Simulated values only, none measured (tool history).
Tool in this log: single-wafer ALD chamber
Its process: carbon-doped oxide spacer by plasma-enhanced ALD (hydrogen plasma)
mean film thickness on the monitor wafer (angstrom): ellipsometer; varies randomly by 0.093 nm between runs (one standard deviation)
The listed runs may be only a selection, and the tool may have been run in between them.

run	hour	heater temperature setpoint (deg C)	number of ALD cycles (cycles)	mean film thickness on the monitor wafer (angstrom)
1	0.0	380	494	253.16
2	8.4	385	494	254.23
3	17.9	385	479	246.64
4	23.5	377	479	245.88
5	32.6	377	516	262.99
6	37.5	377	497	253.33
7	46.2	377	418	215.47
# hour 50.0: thermocouple changed; heater temperature recalibrated
8	50.0	377	412	212.60
9	56.9	377	350	178.99
10	65.9	377	353	181.98
11	75.3	377	355	182.66

For run 12, what comes out?
12	77.9	377	357	?

Run 12 came out at mean film thickness on the monitor wafer (angstrom) 184.64.
